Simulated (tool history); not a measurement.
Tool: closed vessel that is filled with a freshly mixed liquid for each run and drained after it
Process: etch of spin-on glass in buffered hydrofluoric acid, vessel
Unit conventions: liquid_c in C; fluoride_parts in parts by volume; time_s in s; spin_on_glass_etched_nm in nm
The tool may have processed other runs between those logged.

| run | hour | liquid_c | fluoride_parts | time_s | spin_on_glass_etched_nm |
|---|---|---|---|---|---|
| 1 | 0 | 21 | 23 | 95 | 112.34 |
| 2 | 1.1 | 21 | 23 | 95 | 111.18 |
| 3 | 8.4 | 20.5 | 24 | 95 | 106.06 |
| 4 | 15.4 | 20.5 | 26.5 | 95 | 98.809 |
| 5 | 16.6 | 20 | 27 | 95 | 94.329 |
| 6 | 19.8 | 19.5 | 27.5 | 95 | 89.963 |
| 7 | 23 | 19 | 27.5 | 95 | 89.434 |
| 8 | 25 | 18.5 | 28 | 95 | 84.999 |

What will run 9 give?
| 9 | 30.2 | 17.5 | 28.5 | 95 | ? |

{"run 9": {"spin_on_glass_etched_nm": 78.807}}
